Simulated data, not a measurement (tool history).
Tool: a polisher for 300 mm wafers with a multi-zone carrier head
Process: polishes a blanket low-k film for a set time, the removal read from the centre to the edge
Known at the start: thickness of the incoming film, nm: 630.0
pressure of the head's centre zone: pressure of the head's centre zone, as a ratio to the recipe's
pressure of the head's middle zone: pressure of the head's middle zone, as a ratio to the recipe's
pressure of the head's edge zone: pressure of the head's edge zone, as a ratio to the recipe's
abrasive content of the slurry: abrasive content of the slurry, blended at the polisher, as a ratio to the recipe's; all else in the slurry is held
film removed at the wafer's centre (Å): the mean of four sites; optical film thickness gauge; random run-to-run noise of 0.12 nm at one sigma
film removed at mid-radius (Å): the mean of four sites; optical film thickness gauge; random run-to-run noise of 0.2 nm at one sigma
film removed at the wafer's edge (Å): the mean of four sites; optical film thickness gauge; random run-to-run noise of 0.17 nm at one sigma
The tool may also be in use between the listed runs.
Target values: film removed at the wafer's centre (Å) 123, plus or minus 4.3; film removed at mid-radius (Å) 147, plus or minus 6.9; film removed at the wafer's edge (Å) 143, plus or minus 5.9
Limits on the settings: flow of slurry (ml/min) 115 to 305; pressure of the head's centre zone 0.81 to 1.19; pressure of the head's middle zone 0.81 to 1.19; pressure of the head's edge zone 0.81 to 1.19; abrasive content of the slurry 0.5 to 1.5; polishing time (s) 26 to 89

run	hour	flow of slurry (ml/min)	pressure of the head's centre zone	pressure of the head's middle zone	pressure of the head's edge zone	abrasive content of the slurry	polishing time (s)	film removed at the wafer's centre (Å)	film removed at mid-radius (Å)	film removed at the wafer's edge (Å)
1	0	195	1	1	1	1	57	106.76	115.09	115.07
2	6.4	205	1	1.03	1.04	1.05	57	111.24	118.06	116.5
3	14.7	205	1	1.03	1.08	1.05	57	110.22	117.8	115.71
4	16.6	205	1	1.03	1.03	1.05	57	111.25	120.55	117.73
5	21.4	205	0.97	1.03	1.03	1.05	57	105.18	117.43	117.21
6	28.9	250	0.97	1.03	1.03	1.05	57	109.43	123.34	119.41
7	30.8	250	0.95	1.03	1.03	1.15	57	109.75	127.2	119.84
8	35.7	240	0.93	1.01	1.03	1.2	59	113.96	128.04	128.22
9	38.4	240	0.92	1.02	1.03	1.25	60	114.7	135.92	133.59
10	43.6	240	0.92	1.02	1.03	1.3	60	117.11	135.07	134.3
11	49.8	240	0.92	1.03	1.03	1.35	60	120.11	142.41	136.81

Which of these 5 next moves meets every target?
A	56	190	0.99	1.01	0.99	1.25	63	?	?	?
B	56	180	0.94	0.93	1.04	1.45	64	?	?	?
C	56	240	0.89	1.02	1	1.4	63	?	?	?
D	56	190	0.97	1.08	1.02	1.35	59	?	?	?
E	56	200	0.91	0.87	1.1	1.45	64	?	?	?

move	film removed at the wafer's centre (Å)	film removed at mid-radius (Å)	film removed at the wafer's edge (Å)
A	125.02	135.05	135.17
B	125.26	133.75	146.9
C	121.2	146.43	144.74
D	117.77	137.03	131.69
E	123.61	129.23	153.17
A: its largest miss is bigger than the last run's
B: meets the target for the result that was furthest off, but another lies outside its allowed miss
C: all results land within tolerance of their targets
D: its largest miss is bigger than the last run's
E: takes the result that was furthest off past its target
Move C is the one to make.
